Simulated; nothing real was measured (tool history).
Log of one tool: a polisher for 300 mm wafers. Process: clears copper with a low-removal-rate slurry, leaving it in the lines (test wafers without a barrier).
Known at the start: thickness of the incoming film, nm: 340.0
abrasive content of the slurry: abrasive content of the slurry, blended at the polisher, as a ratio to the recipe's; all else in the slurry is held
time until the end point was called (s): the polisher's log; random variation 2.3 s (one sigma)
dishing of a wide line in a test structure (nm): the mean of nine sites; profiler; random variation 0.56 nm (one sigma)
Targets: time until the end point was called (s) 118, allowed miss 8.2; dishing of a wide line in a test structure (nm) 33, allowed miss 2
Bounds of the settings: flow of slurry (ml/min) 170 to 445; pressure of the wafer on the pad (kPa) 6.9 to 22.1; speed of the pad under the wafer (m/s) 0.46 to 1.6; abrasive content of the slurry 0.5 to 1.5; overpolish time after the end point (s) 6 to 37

run  hour  flow of slurry (ml/min)  pressure of the wafer on the pad (kPa)  speed of the pad under the wafer (m/s)  abrasive content of the slurry  overpolish time after the end point (s)  time until the end point was called (s)  dishing of a wide line in a test structure (nm)
  1     0                      285                                    14.5                                    1.02                               1                                       19                                   168.56                                            22.27
  2     3                      285                                    14.5                                    0.88                               1                                       19                                   181.22                                           19.792
  3   4.8                      285                                    15.9                                    0.92                               1                                       20                                   163.33                                           22.555
  4  13.2                      285                                    15.9                                    0.92                             0.9                                       20                                   166.94                                           22.719
  5  22.2                      285                                    15.9                                    0.92                            1.05                                       20                                   154.34                                           22.304
  6  24.4                      240                                    15.9                                    0.92                            1.05                                       20                                   170.03                                           22.267
  7  33.2                      245                                    17.2                                    0.94                            1.05                                       21                                   141.18                                           24.703
  8  41.4                      245                                    18.6                                    0.98                            1.05                                       29                                   136.43                                           30.937
  9  45.5                      245                                    19.3                                    0.98                            1.05                                       29                                   129.86                                           32.262

Which of these 4 next moves meets every target?
  A  49.6                      395                                    17.2                                     1.1                            0.75                                       33                                        ?                                                ?
  B  49.6                      320                                    19.3                                    1.28                             0.7                                       19                                        ?                                                ?
  C  49.6                      245                                    22.1                                     0.9                             1.2                                       30                                        ?                                                ?
  D  49.6                      275                                    14.5                                    1.06                               1                                       35                                        ?                                                ?

move  time until the end point was called (s)  dishing of a wide line in a test structure (nm)
   A                                   132.49                                           32.657
   B                                   105.03                                           28.918
   C                                   121.05                                            33.26
   D                                   158.64                                            30.77
A: further off than the last run
B: takes the result that was furthest off past its target
C: meets every target
D: further off than the last run
The right move is C.
